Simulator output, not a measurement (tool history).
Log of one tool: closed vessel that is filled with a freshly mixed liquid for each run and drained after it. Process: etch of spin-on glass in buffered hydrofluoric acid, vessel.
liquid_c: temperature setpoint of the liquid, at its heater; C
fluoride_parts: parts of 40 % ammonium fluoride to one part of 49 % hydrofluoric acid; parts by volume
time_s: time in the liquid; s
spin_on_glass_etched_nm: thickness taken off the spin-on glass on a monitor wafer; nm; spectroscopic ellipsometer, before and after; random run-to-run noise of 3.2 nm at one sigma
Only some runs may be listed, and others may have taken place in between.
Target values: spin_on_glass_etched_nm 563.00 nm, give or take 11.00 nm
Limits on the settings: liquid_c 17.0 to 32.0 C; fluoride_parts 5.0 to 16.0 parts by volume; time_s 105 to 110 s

{"run": 1, "hour": 0.0, "liquid_c": 24.0, "fluoride_parts": 9.5, "time_s": 105, "spin_on_glass_etched_nm": 332.58}
{"run": 2, "hour": 8.1, "liquid_c": 24.0, "fluoride_parts": 8.0, "time_s": 105, "spin_on_glass_etched_nm": 391.62}
{"run": 3, "hour": 12.1, "liquid_c": 25.0, "fluoride_parts": 8.0, "time_s": 105, "spin_on_glass_etched_nm": 410.44}
{"run": 4, "hour": 13.9, "liquid_c": 27.5, "fluoride_parts": 8.0, "time_s": 105, "spin_on_glass_etched_nm": 475.34}
{"run": 5, "hour": 14.5, "liquid_c": 24.0, "fluoride_parts": 8.0, "time_s": 105, "spin_on_glass_etched_nm": 394.08}
{"run": 6, "hour": 22.2, "liquid_c": 25.0, "fluoride_parts": 8.0, "time_s": 105, "spin_on_glass_etched_nm": 409.96}
{"run": 7, "hour": 25.2, "liquid_c": 29.0, "fluoride_parts": 8.0, "time_s": 105, "spin_on_glass_etched_nm": 510.2}
{"run": 8, "hour": 34.1, "liquid_c": 30.0, "fluoride_parts": 8.0, "time_s": 105, "spin_on_glass_etched_nm": 534.9}

4 next moves are on the table. One of them brings every result within its allowed miss. Which?
{"run": "A", "hour": 43.0, "liquid_c": 32.0, "fluoride_parts": 8.5, "time_s": 110, "spin_on_glass_etched_nm": "?"}
{"run": "B", "hour": 43.0, "liquid_c": 29.0, "fluoride_parts": 8.5, "time_s": 110, "spin_on_glass_etched_nm": "?"}
{"run": "C", "hour": 43.0, "liquid_c": 30.0, "fluoride_parts": 8.0, "time_s": 110, "spin_on_glass_etched_nm": "?"}
{"run": "D", "hour": 43.0, "liquid_c": 32.0, "fluoride_parts": 10.0, "time_s": 105, "spin_on_glass_etched_nm": "?"}

move=A spin_on_glass_etched_nm=584.03
move=B spin_on_glass_etched_nm=499.33
move=C spin_on_glass_etched_nm=561.97
move=D spin_on_glass_etched_nm=490.49
A: the result that was furthest off in the last run now lies on the other side of its target
B: further off than the last run
C: hits every target within its allowed miss
D: further off than the last run
Move C is the one to make.

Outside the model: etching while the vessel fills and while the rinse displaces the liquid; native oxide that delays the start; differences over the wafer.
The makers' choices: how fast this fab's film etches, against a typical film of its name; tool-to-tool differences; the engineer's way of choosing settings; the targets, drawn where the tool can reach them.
